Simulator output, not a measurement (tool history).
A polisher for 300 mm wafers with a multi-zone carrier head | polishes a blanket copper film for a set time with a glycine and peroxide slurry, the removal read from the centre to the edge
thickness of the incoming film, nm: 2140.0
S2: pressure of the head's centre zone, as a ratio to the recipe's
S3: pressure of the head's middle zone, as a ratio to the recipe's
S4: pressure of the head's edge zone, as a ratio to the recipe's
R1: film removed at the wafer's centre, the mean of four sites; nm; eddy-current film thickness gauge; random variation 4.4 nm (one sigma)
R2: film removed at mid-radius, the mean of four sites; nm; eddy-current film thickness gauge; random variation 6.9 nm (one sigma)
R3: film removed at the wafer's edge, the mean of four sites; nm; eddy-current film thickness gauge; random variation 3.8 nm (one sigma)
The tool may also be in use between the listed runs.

Run 1, hour 0: flow of slurry (ml/min) 285, S2 1, S3 1, S4 1, polishing time (s) 69. Result: R1 534.51 nm, R2 515.9 nm, R3 537.27 nm.
Run 2, hour 4.7: flow of slurry (ml/min) 295, S2 1.02, S3 0.99, S4 1.03, polishing time (s) 69. Result: R1 548.8 nm, R2 527.82 nm, R3 553.07 nm.
Run 3, hour 6.7: flow of slurry (ml/min) 295, S2 1.02, S3 0.99, S4 1.07, polishing time (s) 69. Result: R1 542.08 nm, R2 536.35 nm, R3 556.28 nm.
Run 4, hour 10.8: flow of slurry (ml/min) 295, S2 1.02, S3 0.99, S4 1.07, polishing time (s) 58. Result: R1 462.06 nm, R2 443.13 nm, R3 470.29 nm.
Run 5, hour 11.9: flow of slurry (ml/min) 295, S2 1.02, S3 0.94, S4 1.07, polishing time (s) 58. Result: R1 460.38 nm, R2 430.82 nm, R3 471.57 nm.
Run 6, hour 19.7: flow of slurry (ml/min) 300, S2 1.04, S3 0.92, S4 1.09, polishing time (s) 60. Result: R1 481.33 nm, R2 438.91 nm, R3 498 nm.
Run 7, hour 23.9: flow of slurry (ml/min) 310, S2 1.06, S3 0.92, S4 1.1, polishing time (s) 62. Result: R1 512.93 nm, R2 446.87 nm, R3 516.85 nm.

Forecast run 8:
Run 8, hour 32.3: flow of slurry (ml/min) 315, S2 1.07, S3 0.93, S4 1.11, polishing time (s) 63. Result: R1 ?, R2 ?, R3 ?.

R1: 527.01 nm
R2: 471.31 nm
R3: 528.15 nm
